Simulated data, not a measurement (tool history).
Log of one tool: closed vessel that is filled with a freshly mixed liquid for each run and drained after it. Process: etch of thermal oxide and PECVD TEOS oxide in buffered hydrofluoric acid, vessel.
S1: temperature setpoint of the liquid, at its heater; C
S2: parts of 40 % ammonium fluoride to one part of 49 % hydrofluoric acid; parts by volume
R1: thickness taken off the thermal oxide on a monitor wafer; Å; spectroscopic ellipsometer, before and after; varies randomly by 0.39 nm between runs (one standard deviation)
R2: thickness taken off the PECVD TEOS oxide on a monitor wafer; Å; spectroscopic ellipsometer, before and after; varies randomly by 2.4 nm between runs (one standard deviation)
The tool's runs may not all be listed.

Run 1, day 0: S1 24 C, S2 7.5 parts by volume, time in the liquid (s) 60. Result: R1 924.44 Å, R2 2247.4 Å.
Run 2, day 0.075: S1 26.5 C, S2 7.5 parts by volume, time in the liquid (s) 60. Result: R1 1066.7 Å, R2 2536 Å.
Run 3, day 0.183: S1 27 C, S2 7.5 parts by volume, time in the liquid (s) 60. Result: R1 1089.3 Å, R2 2589.8 Å.
Run 4, day 0.25: S1 27 C, S2 8.5 parts by volume, time in the liquid (s) 60. Result: R1 951.06 Å, R2 2280.7 Å.
Run 5, day 0.358: S1 27 C, S2 8.5 parts by volume, time in the liquid (s) 45. Result: R1 714.11 Å, R2 1746 Å.
Run 6, day 0.546: S1 27 C, S2 8.5 parts by volume, time in the liquid (s) 70. Result: R1 1107.6 Å, R2 2698.8 Å.

Run 7 comes next. What will it give?
Run 7, day 0.721: S1 27.5 C, S2 8.5 parts by volume, time in the liquid (s) 70. Result: R1 ?, R2 ?.

R1: 1146.6 Å
R2: 2728.1 Å
